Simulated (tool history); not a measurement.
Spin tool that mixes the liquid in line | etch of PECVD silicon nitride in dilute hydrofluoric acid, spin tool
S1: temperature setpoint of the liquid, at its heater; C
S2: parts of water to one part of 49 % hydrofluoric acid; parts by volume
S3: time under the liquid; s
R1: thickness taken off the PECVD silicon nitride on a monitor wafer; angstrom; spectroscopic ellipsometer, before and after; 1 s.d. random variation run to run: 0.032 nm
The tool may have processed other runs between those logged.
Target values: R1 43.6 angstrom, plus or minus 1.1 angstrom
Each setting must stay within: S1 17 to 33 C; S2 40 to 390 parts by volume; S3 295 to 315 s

Run 1, hour 0: S1 25 C, S2 215 parts by volume, S3 295 s. Result: R1 61.798 angstrom.
Run 2, hour 0.8: S1 24.5 C, S2 215 parts by volume, S3 295 s. Result: R1 58.785 angstrom.
Run 3, hour 8.2: S1 24.5 C, S2 155 parts by volume, S3 295 s. Result: R1 81.736 angstrom.
Run 4, hour 12.6: S1 24.5 C, S2 100 parts by volume, S3 295 s. Result: R1 127.15 angstrom.
Run 5, hour 17.1: S1 24.5 C, S2 160 parts by volume, S3 295 s. Result: R1 78.984 angstrom.
Run 6, hour 24.6: S1 24.5 C, S2 160 parts by volume, S3 315 s. Result: R1 84.188 angstrom.
Run 7, hour 32.3: S1 23.5 C, S2 160 parts by volume, S3 315 s. Result: R1 79.432 angstrom.
Run 8, hour 35.7: S1 23 C, S2 160 parts by volume, S3 315 s. Result: R1 76.848 angstrom.
Run 9, hour 36.4: S1 22.5 C, S2 160 parts by volume, S3 315 s. Result: R1 73.932 angstrom.
Run 10, hour 43.6: S1 22 C, S2 160 parts by volume, S3 315 s. Result: R1 71.333 angstrom.
Run 11, hour 49.6: S1 21.5 C, S2 160 parts by volume, S3 315 s. Result: R1 69.529 angstrom.
Run 12, hour 58.5: S1 21 C, S2 160 parts by volume, S3 315 s. Result: R1 67.671 angstrom.
Run 13, hour 61: S1 20.5 C, S2 165 parts by volume, S3 315 s. Result: R1 63.775 angstrom.
At hour 67.3: hydrofluoric acid flow meter replaced.
Run 14, hour 67.3: S1 20 C, S2 165 parts by volume, S3 315 s. Result: R1 65.131 angstrom.
Run 15, hour 69.9: S1 19.5 C, S2 170 parts by volume, S3 315 s. Result: R1 61.376 angstrom.
Run 16, hour 74.4: S1 19.5 C, S2 175 parts by volume, S3 315 s. Result: R1 58.428 angstrom.
Run 17, hour 75.5: S1 19.5 C, S2 180 parts by volume, S3 315 s. Result: R1 58.065 angstrom.
Run 18, hour 77.2: S1 19.5 C, S2 185 parts by volume, S3 315 s. Result: R1 56.328 angstrom.
Run 19, hour 84.7: S1 18 C, S2 200 parts by volume, S3 315 s. Result: R1 47.373 angstrom.

Pick the move, out of 4, that brings all results within their allowed miss; only one does.
Run A, hour 92.2: S1 21.5 C, S2 220 parts by volume, S3 295 s. Result: R1 ?.
Run B, hour 92.2: S1 17 C, S2 160 parts by volume, S3 300 s. Result: R1 ?.
Run C, hour 92.2: S1 19.5 C, S2 210 parts by volume, S3 315 s. Result: R1 ?.
Run D, hour 92.2: S1 19 C, S2 215 parts by volume, S3 295 s. Result: R1 ?.

move      R1
   A  50.542
   B  51.921
   C  49.585
   D  43.923
A: misses by more than the last run did
B: misses by more than the last run did
C: misses by more than the last run did
D: all results in spec
D meets every target.
